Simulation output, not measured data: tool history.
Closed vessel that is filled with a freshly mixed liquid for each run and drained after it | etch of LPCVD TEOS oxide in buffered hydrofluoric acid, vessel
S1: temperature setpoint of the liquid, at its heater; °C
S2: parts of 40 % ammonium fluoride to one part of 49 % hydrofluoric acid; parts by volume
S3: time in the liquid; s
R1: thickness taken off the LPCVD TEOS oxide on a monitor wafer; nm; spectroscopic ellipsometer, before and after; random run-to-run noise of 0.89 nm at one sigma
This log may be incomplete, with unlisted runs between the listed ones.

run    day    S1    S2  S3      R1
  1      0    24  15.5  35   37.55
  2  0.358    24  15.5  35  37.337
  3   0.65    24  15.5  30   32.04
  4  0.992  22.5  15.5  30  29.161
  5  1.104  22.5  11.5  30  39.168
  6  1.329  22.5   8.5  30  51.839
  7  1.529  24.5   8.5  30  58.836
  8  1.821    26   8.5  30  62.718
  9  1.983    27   8.5  30  65.131

For run 10, what comes out?
 10  2.121  31   6  30   ?

Run 10 measured R1 114.41 nm.

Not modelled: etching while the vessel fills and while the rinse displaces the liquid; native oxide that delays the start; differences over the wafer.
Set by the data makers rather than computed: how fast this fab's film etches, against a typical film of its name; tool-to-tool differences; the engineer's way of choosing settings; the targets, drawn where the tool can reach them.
